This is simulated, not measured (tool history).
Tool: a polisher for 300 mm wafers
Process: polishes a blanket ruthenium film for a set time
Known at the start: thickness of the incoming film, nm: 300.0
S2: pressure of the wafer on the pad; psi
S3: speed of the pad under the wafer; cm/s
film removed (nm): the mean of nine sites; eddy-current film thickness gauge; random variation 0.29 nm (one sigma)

run 1 day=0.000 | flow_of_slurry_(ml/min)=270 S2=1.6 S3=86 polishing_time_(s)=58 | film_removed_(nm)=41.148
run 2 day=0.233 | flow_of_slurry_(ml/min)=270 S2=1.6 S3=86 polishing_time_(s)=58 | film_removed_(nm)=40.796
run 3 day=0.329 | flow_of_slurry_(ml/min)=270 S2=1.5 S3=86 polishing_time_(s)=58 | film_removed_(nm)=38.230
run 4 day=0.362 | flow_of_slurry_(ml/min)=270 S2=1.5 S3=86 polishing_time_(s)=58 | film_removed_(nm)=38.530
run 5 day=0.729 | flow_of_slurry_(ml/min)=215 S2=1.5 S3=86 polishing_time_(s)=58 | film_removed_(nm)=37.518
run 6 day=1.100 | flow_of_slurry_(ml/min)=215 S2=1.5 S3=96 polishing_time_(s)=58 | film_removed_(nm)=41.353

Run 7 comes next. What will it give?
run 7 day=1.333 | flow_of_slurry_(ml/min)=210 S2=1.4 S3=96 polishing_time_(s)=58 | film_removed_(nm)=?

film removed (nm): 39.160
